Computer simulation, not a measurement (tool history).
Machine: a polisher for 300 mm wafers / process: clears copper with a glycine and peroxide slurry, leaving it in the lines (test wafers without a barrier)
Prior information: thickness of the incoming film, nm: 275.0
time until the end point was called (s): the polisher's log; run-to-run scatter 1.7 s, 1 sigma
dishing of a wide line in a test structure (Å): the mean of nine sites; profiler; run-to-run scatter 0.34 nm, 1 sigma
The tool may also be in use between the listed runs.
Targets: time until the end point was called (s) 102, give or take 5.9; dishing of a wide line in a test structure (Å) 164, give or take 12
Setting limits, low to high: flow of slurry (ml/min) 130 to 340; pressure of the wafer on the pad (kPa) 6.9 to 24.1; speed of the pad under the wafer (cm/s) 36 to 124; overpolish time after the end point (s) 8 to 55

| run | hour | flow of slurry (ml/min) | pressure of the wafer on the pad (kPa) | speed of the pad under the wafer (cm/s) | overpolish time after the end point (s) | time until the end point was called (s) | dishing of a wide line in a test structure (Å) |
|---|---|---|---|---|---|---|---|
| 1 | 0 | 220 | 15.2 | 80 | 28 | 78.223 | 560.75 |
| 2 | 4.1 | 220 | 18.6 | 80 | 28 | 67.115 | 586.05 |
| 3 | 11.7 | 170 | 18.6 | 80 | 28 | 74.908 | 569.05 |
| 4 | 14.7 | 170 | 22.8 | 80 | 28 | 63.058 | 628.4 |
| 5 | 22.4 | 190 | 22.8 | 80 | 28 | 63.218 | 614.43 |
| 6 | 28.7 | 205 | 21.4 | 76 | 26 | 66.03 | 584.98 |
| 7 | 34.3 | 145 | 17.2 | 78 | 12 | 80.958 | 290.47 |
| 8 | 43 | 145 | 15.9 | 80 | 12 | 79.395 | 281.44 |
| 9 | 49.7 | 145 | 15.2 | 80 | 12 | 85.219 | 265.78 |
| 10 | 57.8 | 145 | 14.5 | 82 | 12 | 82.786 | 276.92 |
| 11 | 62.2 | 130 | 18.6 | 60 | 8 | 95.718 | 177.37 |

Exercise: of the 5 proposed moves below, exactly one satisfies all targets within the stated allowed misses. Which move is it?
| A | 66.6 | 205 | 17.2 | 50 | 8 | ? | ? |
| B | 66.6 | 145 | 19.3 | 64 | 8 | ? | ? |
| C | 66.6 | 145 | 17.9 | 42 | 8 | ? | ? |
| D | 66.6 | 130 | 20 | 62 | 8 | ? | ? |
| E | 66.6 | 135 | 22.1 | 60 | 8 | ? | ? |

| move | time until the end point was called (s) | dishing of a wide line in a test structure (Å) |
|---|---|---|
| A | 101.12 | 165.18 |
| B | 84.881 | 192.76 |
| C | 118.2 | 143.47 |
| D | 87.329 | 188.05 |
| E | 83.63 | 195.73 |
A: meets every target
B: moves away from the targets compared with the last run
C: carries the result that was furthest off beyond its target, to the other side
D: moves away from the targets compared with the last run
E: moves away from the targets compared with the last run
A is the move that brings every result within its allowed miss.
